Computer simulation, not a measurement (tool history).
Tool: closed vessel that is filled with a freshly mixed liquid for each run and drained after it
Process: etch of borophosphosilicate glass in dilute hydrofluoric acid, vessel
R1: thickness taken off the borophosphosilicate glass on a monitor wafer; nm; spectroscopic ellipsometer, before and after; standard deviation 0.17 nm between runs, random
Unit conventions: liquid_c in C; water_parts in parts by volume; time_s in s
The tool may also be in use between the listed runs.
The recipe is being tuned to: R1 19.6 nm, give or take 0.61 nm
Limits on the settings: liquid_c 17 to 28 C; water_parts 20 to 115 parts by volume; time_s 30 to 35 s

run 1 hour=0 | liquid_c=20 water_parts=65 time_s=35 | R1=26.073
run 2 hour=7.8 | liquid_c=20 water_parts=65 time_s=35 | R1=26.343
run 3 hour=16.6 | liquid_c=21.5 water_parts=65 time_s=35 | R1=28.286
run 4 hour=18 | liquid_c=24.5 water_parts=65 time_s=35 | R1=31.587
run 5 hour=25.9 | liquid_c=22.5 water_parts=70 time_s=35 | R1=26.843
run 6 hour=32.2 | liquid_c=22.5 water_parts=85 time_s=35 | R1=22.224
run 7 hour=39.8 | liquid_c=21.5 water_parts=85 time_s=35 | R1=20.688
run 8 hour=44.1 | liquid_c=21 water_parts=85 time_s=35 | R1=20.513

Next run, 5 choices. One meets every target within its allowed miss, the rest don't. Which?
run A hour=48.4 | liquid_c=23 water_parts=90 time_s=35 | R1=?
run B hour=48.4 | liquid_c=20.5 water_parts=75 time_s=30 | R1=?
run C hour=48.4 | liquid_c=20 water_parts=70 time_s=30 | R1=?
run D hour=48.4 | liquid_c=21 water_parts=70 time_s=30 | R1=?
run E hour=48.4 | liquid_c=19 water_parts=75 time_s=35 | R1=?

move=A R1=21.085
move=B R1=19.887
move=C R1=20.976
move=D R1=21.874
move=E R1=21.783
A: misses by more than the last run did
B: hits every target within its allowed miss
C: misses by more than the last run did
D: misses by more than the last run did
E: misses by more than the last run did
So the answer is move B, the one that meets all the targets.
